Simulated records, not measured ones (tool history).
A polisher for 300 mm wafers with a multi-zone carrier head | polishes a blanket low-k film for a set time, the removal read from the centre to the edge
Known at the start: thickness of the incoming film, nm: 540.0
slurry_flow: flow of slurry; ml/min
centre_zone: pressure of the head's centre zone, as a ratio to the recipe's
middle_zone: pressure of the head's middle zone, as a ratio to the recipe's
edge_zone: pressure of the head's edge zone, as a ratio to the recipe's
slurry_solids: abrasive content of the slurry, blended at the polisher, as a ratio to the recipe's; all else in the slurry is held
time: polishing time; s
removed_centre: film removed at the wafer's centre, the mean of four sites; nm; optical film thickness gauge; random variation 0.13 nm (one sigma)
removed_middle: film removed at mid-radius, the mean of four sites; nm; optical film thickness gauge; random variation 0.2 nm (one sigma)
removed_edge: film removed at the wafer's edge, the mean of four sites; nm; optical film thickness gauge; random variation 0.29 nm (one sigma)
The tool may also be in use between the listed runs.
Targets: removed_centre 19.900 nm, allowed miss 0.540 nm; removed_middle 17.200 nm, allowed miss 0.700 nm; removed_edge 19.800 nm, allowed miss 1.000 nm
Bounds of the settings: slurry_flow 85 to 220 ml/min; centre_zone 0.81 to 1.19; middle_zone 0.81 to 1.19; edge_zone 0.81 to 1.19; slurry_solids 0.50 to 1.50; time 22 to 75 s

| run | day | slurry_flow | centre_zone | middle_zone | edge_zone | slurry_solids | time | removed_centre | removed_middle | removed_edge |
|---|---|---|---|---|---|---|---|---|---|---|
| 1 | 0.000 | 140 | 1.00 | 1.00 | 1.00 | 1.00 | 48 | 15.926 | 15.971 | 16.368 |
| 2 | 0.350 | 155 | 1.03 | 0.98 | 1.05 | 1.05 | 48 | 17.220 | 16.217 | 17.552 |
| 3 | 0.446 | 170 | 1.04 | 0.98 | 1.07 | 1.05 | 48 | 17.538 | 16.752 | 17.486 |
| 4 | 0.667 | 170 | 1.04 | 0.92 | 1.07 | 1.05 | 48 | 17.726 | 16.019 | 17.745 |
| 5 | 1.017 | 175 | 1.05 | 0.92 | 1.10 | 1.10 | 48 | 18.315 | 16.116 | 18.036 |
| 6 | 1.250 | 180 | 1.05 | 0.92 | 1.12 | 1.15 | 48 | 18.592 | 16.638 | 18.693 |
| 7 | 1.329 | 185 | 1.06 | 0.91 | 1.13 | 1.15 | 48 | 18.845 | 16.534 | 18.414 |
| 8 | 1.533 | 185 | 1.06 | 0.90 | 1.14 | 1.20 | 48 | 19.185 | 16.734 | 18.551 |

Which of these 4 next moves meets every target?
| A | 1.738 | 180 | 1.11 | 0.88 | 1.07 | 1.00 | 49 | ? | ? | ? |
| B | 1.738 | 185 | 1.02 | 0.84 | 1.18 | 1.10 | 50 | ? | ? | ? |
| C | 1.738 | 160 | 1.09 | 0.81 | 1.16 | 0.85 | 56 | ? | ? | ? |
| D | 1.738 | 185 | 1.04 | 0.86 | 1.10 | 1.40 | 48 | ? | ? | ? |

| move | removed_centre | removed_middle | removed_edge |
|---|---|---|---|
| A | 18.905 | 15.832 | 18.006 |
| B | 18.418 | 16.249 | 20.061 |
| C | 19.506 | 15.738 | 19.906 |
| D | 19.575 | 17.218 | 20.159 |
A: further off than the last run
B: further off than the last run
C: brings the result that was furthest off to its target, and leaves another outside
D: meets every target
Move D is the one to make.
